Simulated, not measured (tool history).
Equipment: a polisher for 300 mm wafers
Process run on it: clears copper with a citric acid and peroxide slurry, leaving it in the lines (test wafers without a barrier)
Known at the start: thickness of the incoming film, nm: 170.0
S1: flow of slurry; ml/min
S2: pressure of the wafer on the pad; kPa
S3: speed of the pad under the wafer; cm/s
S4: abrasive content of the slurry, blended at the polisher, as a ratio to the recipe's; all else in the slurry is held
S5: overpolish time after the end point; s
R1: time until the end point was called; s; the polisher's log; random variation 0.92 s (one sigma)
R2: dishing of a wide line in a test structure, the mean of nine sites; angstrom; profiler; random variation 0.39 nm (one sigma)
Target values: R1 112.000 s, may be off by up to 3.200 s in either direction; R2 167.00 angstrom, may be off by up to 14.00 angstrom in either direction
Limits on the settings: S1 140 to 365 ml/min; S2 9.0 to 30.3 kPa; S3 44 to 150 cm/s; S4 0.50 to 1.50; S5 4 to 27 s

Run 1, hour 0.0: S1 235 ml/min, S2 19.3 kPa, S3 96 cm/s, S4 1.00, S5 14 s. Result: R1 82.663 s, R2 230.34 angstrom.
Run 2, hour 2.6: S1 230 ml/min, S2 17.2 kPa, S3 96 cm/s, S4 1.00, S5 14 s. Result: R1 90.329 s, R2 204.65 angstrom.
Run 3, hour 10.1: S1 275 ml/min, S2 17.2 kPa, S3 96 cm/s, S4 1.00, S5 14 s. Result: R1 88.809 s, R2 212.66 angstrom.
Run 4, hour 15.8: S1 275 ml/min, S2 17.2 kPa, S3 86 cm/s, S4 1.00, S5 14 s. Result: R1 98.180 s, R2 189.43 angstrom.
Run 5, hour 17.5: S1 270 ml/min, S2 16.5 kPa, S3 86 cm/s, S4 1.00, S5 14 s. Result: R1 99.955 s, R2 174.34 angstrom.
Run 6, hour 19.3: S1 270 ml/min, S2 16.5 kPa, S3 98 cm/s, S4 1.00, S5 14 s. Result: R1 90.496 s, R2 207.18 angstrom.
Run 7, hour 20.1: S1 265 ml/min, S2 15.2 kPa, S3 98 cm/s, S4 1.00, S5 14 s. Result: R1 98.189 s, R2 188.46 angstrom.
Run 8, hour 27.7: S1 260 ml/min, S2 14.5 kPa, S3 98 cm/s, S4 1.00, S5 14 s. Result: R1 103.820 s, R2 174.00 angstrom.
At hour 30.0: slurry nozzle cleaned.
Run 9, hour 30.0: S1 260 ml/min, S2 14.5 kPa, S3 98 cm/s, S4 1.00, S5 14 s. Result: R1 99.067 s, R2 185.75 angstrom.
Run 10, hour 31.5: S1 245 ml/min, S2 11.7 kPa, S3 98 cm/s, S4 1.00, S5 14 s. Result: R1 121.870 s, R2 143.37 angstrom.
Run 11, hour 32.8: S1 260 ml/min, S2 11.7 kPa, S3 98 cm/s, S4 1.00, S5 14 s. Result: R1 122.720 s, R2 148.19 angstrom.

Below are 5 possible settings for the next run. Only one of them brings all results inside the allowed miss of their targets. Which is it?
Run A, hour 34.1: S1 290 ml/min, S2 10.3 kPa, S3 92 cm/s, S4 0.95, S5 14 s. Result: R1 ?, R2 ?.
Run B, hour 34.1: S1 295 ml/min, S2 9.0 kPa, S3 110 cm/s, S4 1.20, S5 18 s. Result: R1 ?, R2 ?.
Run C, hour 34.1: S1 180 ml/min, S2 15.2 kPa, S3 88 cm/s, S4 0.90, S5 14 s. Result: R1 ?, R2 ?.
Run D, hour 34.1: S1 265 ml/min, S2 10.3 kPa, S3 96 cm/s, S4 1.00, S5 18 s. Result: R1 ?, R2 ?.
Run E, hour 34.1: S1 330 ml/min, S2 13.8 kPa, S3 92 cm/s, S4 0.90, S5 9 s. Result: R1 ?, R2 ?.

move       R1      R2
   A  145.480  128.58
   B  138.340  168.49
   C  112.420  164.74
   D  140.730  166.85
   E  110.190  110.97
A: moves away from the targets compared with the last run
B: moves away from the targets compared with the last run
C: in spec on every target
D: moves away from the targets compared with the last run
E: meets the target for the result that was furthest off, but another lies outside its allowed miss
The right move is C.
